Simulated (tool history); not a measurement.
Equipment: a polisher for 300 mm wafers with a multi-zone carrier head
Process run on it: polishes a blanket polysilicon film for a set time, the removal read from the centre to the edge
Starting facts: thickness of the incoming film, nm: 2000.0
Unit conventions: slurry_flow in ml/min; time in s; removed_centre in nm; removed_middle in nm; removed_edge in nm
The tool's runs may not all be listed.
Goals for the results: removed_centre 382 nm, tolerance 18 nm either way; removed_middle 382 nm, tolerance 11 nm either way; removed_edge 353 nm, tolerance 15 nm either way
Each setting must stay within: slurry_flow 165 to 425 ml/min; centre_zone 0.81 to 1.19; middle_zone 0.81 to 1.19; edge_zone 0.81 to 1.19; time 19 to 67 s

Run 1, hour 0: slurry_flow 275 ml/min, centre_zone 1, middle_zone 1, edge_zone 1, time 43 s. Result: removed_centre 278.65 nm, removed_middle 269.43 nm, removed_edge 267.55 nm.
Run 2, hour 7.3: slurry_flow 275 ml/min, centre_zone 1, middle_zone 1, edge_zone 1, time 37 s. Result: removed_centre 237.64 nm, removed_middle 235.06 nm, removed_edge 230.66 nm.
Run 3, hour 8: slurry_flow 280 ml/min, centre_zone 1.01, middle_zone 1.03, edge_zone 1.02, time 40 s. Result: removed_centre 256.66 nm, removed_middle 256.12 nm, removed_edge 248.8 nm.
Run 4, hour 13.2: slurry_flow 285 ml/min, centre_zone 1.02, middle_zone 1.05, edge_zone 1.03, time 43 s. Result: removed_centre 280.81 nm, removed_middle 282.67 nm, removed_edge 279.39 nm.
Run 5, hour 16.1: slurry_flow 290 ml/min, centre_zone 1.04, middle_zone 1.07, edge_zone 1.02, time 44 s. Result: removed_centre 298.05 nm, removed_middle 298.33 nm, removed_edge 284.39 nm.
Run 6, hour 21: slurry_flow 295 ml/min, centre_zone 1.06, middle_zone 1.09, edge_zone 1.03, time 45 s. Result: removed_centre 303.34 nm, removed_middle 304.22 nm, removed_edge 287.8 nm.
Run 7, hour 25.7: slurry_flow 300 ml/min, centre_zone 1.07, middle_zone 1.1, edge_zone 1.04, time 46 s. Result: removed_centre 312.61 nm, removed_middle 316.17 nm, removed_edge 296.72 nm.
Run 8, hour 29.5: slurry_flow 300 ml/min, centre_zone 1.08, middle_zone 1.11, edge_zone 1.05, time 47 s. Result: removed_centre 326.63 nm, removed_middle 328.2 nm, removed_edge 307.59 nm.
Run 9, hour 35.7: slurry_flow 305 ml/min, centre_zone 1.09, middle_zone 1.12, edge_zone 1.06, time 48 s. Result: removed_centre 331.36 nm, removed_middle 338.04 nm, removed_edge 311.28 nm.
Run 10, hour 37.7: slurry_flow 305 ml/min, centre_zone 1.1, middle_zone 1.12, edge_zone 1.06, time 49 s. Result: removed_centre 348.56 nm, removed_middle 347.49 nm, removed_edge 321.92 nm.
Run 11, hour 38.8: slurry_flow 305 ml/min, centre_zone 1.11, middle_zone 1.13, edge_zone 1.07, time 49 s. Result: removed_centre 356.33 nm, removed_middle 349.07 nm, removed_edge 323.02 nm.
Run 12, hour 42.4: slurry_flow 305 ml/min, centre_zone 1.11, middle_zone 1.14, edge_zone 1.08, time 49 s. Result: removed_centre 352.62 nm, removed_middle 345.31 nm, removed_edge 324.23 nm.
Run 13, hour 45.9: slurry_flow 310 ml/min, centre_zone 1.11, middle_zone 1.15, edge_zone 1.09, time 49 s. Result: removed_centre 336.4 nm, removed_middle 353.77 nm, removed_edge 319.58 nm.
Run 14, hour 52: slurry_flow 310 ml/min, centre_zone 1.11, middle_zone 1.15, edge_zone 1.09, time 50 s. Result: removed_centre 351.48 nm, removed_middle 360.63 nm, removed_edge 323.16 nm.
Run 15, hour 53.6: slurry_flow 310 ml/min, centre_zone 1.11, middle_zone 1.14, edge_zone 1.09, time 51 s. Result: removed_centre 361.34 nm, removed_middle 366.58 nm, removed_edge 337.51 nm.

Which single option among these 4 for the next run brings every result within its allowed miss of target? Just one does.
Run A, hour 55.2: slurry_flow 325 ml/min, centre_zone 1.12, middle_zone 1.11, edge_zone 1.12, time 49 s. Result: removed_centre ?, removed_middle ?, removed_edge ?.
Run B, hour 55.2: slurry_flow 250 ml/min, centre_zone 0.98, middle_zone 1.09, edge_zone 1.04, time 53 s. Result: removed_centre ?, removed_middle ?, removed_edge ?.
Run C, hour 55.2: slurry_flow 265 ml/min, centre_zone 1.09, middle_zone 1.1, edge_zone 1.01, time 56 s. Result: removed_centre ?, removed_middle ?, removed_edge ?.
Run D, hour 55.2: slurry_flow 310 ml/min, centre_zone 1.16, middle_zone 1.19, edge_zone 1.01, time 51 s. Result: removed_centre ?, removed_middle ?, removed_edge ?.

move  removed_centre  removed_middle  removed_edge
   A          346.62          342.14        329.34
   B          327.32          355.18        336.55
   C          379.14          380.49         352.2
   D          369.67           376.5        324.18
A: moves away from the targets compared with the last run
B: moves away from the targets compared with the last run
C: each result inside its tolerance
D: the furthest-off result lands on target, but another misses its tolerance
C is the move that brings every result within its allowed miss.

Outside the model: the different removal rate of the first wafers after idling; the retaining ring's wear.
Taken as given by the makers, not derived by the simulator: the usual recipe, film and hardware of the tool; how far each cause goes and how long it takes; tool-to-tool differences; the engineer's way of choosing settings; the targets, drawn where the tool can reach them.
